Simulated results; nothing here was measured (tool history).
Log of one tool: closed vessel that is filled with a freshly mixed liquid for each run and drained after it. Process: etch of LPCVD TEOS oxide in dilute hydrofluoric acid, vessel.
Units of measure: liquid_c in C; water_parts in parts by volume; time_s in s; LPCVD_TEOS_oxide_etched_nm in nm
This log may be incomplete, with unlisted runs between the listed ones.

run	hour	liquid_c	water_parts	time_s	LPCVD_TEOS_oxide_etched_nm
1	0.0	26.0	165	95	17.883
2	3.8	23.5	165	95	16.185
3	6.6	23.5	165	100	17.133
4	10.6	23.5	165	95	16.207
5	18.6	23.5	120	95	23.783
6	22.2	23.5	120	100	24.716
7	27.5	25.0	120	100	26.458
8	28.8	26.0	120	100	27.274

For run 9, what comes out?
9	30.9	27.0	120	100	?

{"run 9": {"LPCVD_TEOS_oxide_etched_nm": 28.448}}
